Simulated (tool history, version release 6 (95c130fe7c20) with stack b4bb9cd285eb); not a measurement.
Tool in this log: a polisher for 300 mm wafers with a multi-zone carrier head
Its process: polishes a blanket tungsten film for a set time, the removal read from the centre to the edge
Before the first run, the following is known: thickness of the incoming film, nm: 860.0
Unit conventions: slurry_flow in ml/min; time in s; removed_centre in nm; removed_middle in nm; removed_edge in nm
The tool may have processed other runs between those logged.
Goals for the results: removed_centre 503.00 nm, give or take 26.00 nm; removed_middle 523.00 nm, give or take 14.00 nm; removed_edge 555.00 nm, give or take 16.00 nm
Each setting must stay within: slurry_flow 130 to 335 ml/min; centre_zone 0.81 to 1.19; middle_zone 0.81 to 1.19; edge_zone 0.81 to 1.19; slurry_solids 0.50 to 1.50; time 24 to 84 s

{"run": 1, "hour": 0.0, "slurry_flow": 215, "centre_zone": 1.0, "middle_zone": 1.0, "edge_zone": 1.0, "slurry_solids": 1.0, "time": 54, "removed_centre": 352.8, "removed_middle": 341.93, "removed_edge": 345.67}
{"run": 2, "hour": 6.1, "slurry_flow": 215, "centre_zone": 1.0, "middle_zone": 1.0, "edge_zone": 1.0, "slurry_solids": 0.8, "time": 54, "removed_centre": 341.06, "removed_middle": 335.28, "removed_edge": 342.61}
{"run": 3, "hour": 12.7, "slurry_flow": 220, "centre_zone": 0.99, "middle_zone": 1.0, "edge_zone": 1.03, "slurry_solids": 0.85, "time": 58, "removed_centre": 365.3, "removed_middle": 359.37, "removed_edge": 364.04}
{"run": 4, "hour": 15.9, "slurry_flow": 205, "centre_zone": 0.96, "middle_zone": 0.98, "edge_zone": 1.04, "slurry_solids": 0.9, "time": 63, "removed_centre": 379.72, "removed_middle": 380.96, "removed_edge": 405.44}
{"run": 5, "hour": 21.0, "slurry_flow": 195, "centre_zone": 0.96, "middle_zone": 0.99, "edge_zone": 1.05, "slurry_solids": 1.0, "time": 66, "removed_centre": 413.87, "removed_middle": 410.58, "removed_edge": 430.44}
{"run": 6, "hour": 23.4, "slurry_flow": 195, "centre_zone": 0.95, "middle_zone": 0.99, "edge_zone": 1.07, "slurry_solids": 1.1, "time": 68, "removed_centre": 427.77, "removed_middle": 429.81, "removed_edge": 459.1}
{"run": 7, "hour": 24.4, "slurry_flow": 205, "centre_zone": 0.95, "middle_zone": 1.0, "edge_zone": 1.09, "slurry_solids": 1.2, "time": 69, "removed_centre": 452.3, "removed_middle": 448.93, "removed_edge": 481.8}
{"run": 8, "hour": 30.4, "slurry_flow": 245, "centre_zone": 0.91, "middle_zone": 1.09, "edge_zone": 1.19, "slurry_solids": 1.45, "time": 71, "removed_centre": 463.83, "removed_middle": 518.77, "removed_edge": 535.84}

Exactly one of the 4 candidate moves below puts every result within its allowed miss. Which one?
{"run": "A", "hour": 36.4, "slurry_flow": 170, "centre_zone": 0.82, "middle_zone": 1.08, "edge_zone": 1.19, "slurry_solids": 1.5, "time": 79, "removed_centre": "?", "removed_middle": "?", "removed_edge": "?"}
{"run": "B", "hour": 36.4, "slurry_flow": 255, "centre_zone": 0.94, "middle_zone": 1.04, "edge_zone": 1.15, "slurry_solids": 1.45, "time": 74, "removed_centre": "?", "removed_middle": "?", "removed_edge": "?"}
{"run": "C", "hour": 36.4, "slurry_flow": 225, "centre_zone": 0.82, "middle_zone": 1.09, "edge_zone": 1.19, "slurry_solids": 1.2, "time": 75, "removed_centre": "?", "removed_middle": "?", "removed_edge": "?"}
{"run": "D", "hour": 36.4, "slurry_flow": 245, "centre_zone": 0.82, "middle_zone": 1.01, "edge_zone": 1.19, "slurry_solids": 1.4, "time": 77, "removed_centre": "?", "removed_middle": "?", "removed_edge": "?"}

move=A removed_centre=464.85 removed_middle=555.67 removed_edge=589.46
move=B removed_centre=503.02 removed_middle=520.33 removed_edge=554.21
move=C removed_centre=436.78 removed_middle=524.42 removed_edge=548.53
move=D removed_centre=464.01 removed_middle=524.22 removed_edge=582.06
A: its largest miss is bigger than the last run's
B: in spec on every target
C: its largest miss is bigger than the last run's
D: its largest miss is bigger than the last run's
Correct choice: B, which meets every target
